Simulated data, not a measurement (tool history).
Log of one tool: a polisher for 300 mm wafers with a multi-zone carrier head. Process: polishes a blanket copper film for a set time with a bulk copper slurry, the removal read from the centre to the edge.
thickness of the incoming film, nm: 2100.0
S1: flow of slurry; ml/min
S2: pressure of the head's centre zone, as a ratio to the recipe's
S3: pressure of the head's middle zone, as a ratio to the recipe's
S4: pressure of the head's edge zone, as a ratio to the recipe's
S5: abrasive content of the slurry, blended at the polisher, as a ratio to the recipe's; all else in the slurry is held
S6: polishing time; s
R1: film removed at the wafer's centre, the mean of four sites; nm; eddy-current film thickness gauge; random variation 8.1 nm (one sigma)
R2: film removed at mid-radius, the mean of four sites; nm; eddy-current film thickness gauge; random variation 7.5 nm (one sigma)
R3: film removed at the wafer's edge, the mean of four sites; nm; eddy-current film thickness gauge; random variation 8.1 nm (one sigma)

run,hour,S1,S2,S3,S4,S5,S6,R1,R2,R3
1,0.0,265,1.00,1.00,1.00,1.00,53,454.29,461.47,468.86
2,2.7,265,0.99,1.03,1.03,1.15,56,498.54,509.88,520.39
3,6.9,265,0.99,1.03,1.03,1.00,56,476.16,497.41,491.59
4,8.9,265,0.99,1.03,0.98,1.00,56,489.01,489.80,482.54
5,11.2,300,0.99,1.03,0.98,1.00,56,502.31,503.71,493.83
6,12.3,310,0.97,1.06,1.02,1.15,58,509.54,554.74,536.35
7,20.7,315,0.98,1.07,1.05,1.25,60,563.31,589.66,575.11
8,29.6,315,0.96,1.08,1.07,1.35,61,556.02,605.45,605.43
9,34.1,315,0.96,1.10,1.09,1.40,62,578.51,626.90,624.74
10,37.1,320,0.95,1.11,1.10,1.45,63,598.46,647.89,632.70

Run 11 comes next. What will it give?
11,45.6,325,0.94,1.11,1.11,1.45,64,?,?,?

{"run 11": {"R1": 591.06, "R2": 662.9, "R3": 676.13}}

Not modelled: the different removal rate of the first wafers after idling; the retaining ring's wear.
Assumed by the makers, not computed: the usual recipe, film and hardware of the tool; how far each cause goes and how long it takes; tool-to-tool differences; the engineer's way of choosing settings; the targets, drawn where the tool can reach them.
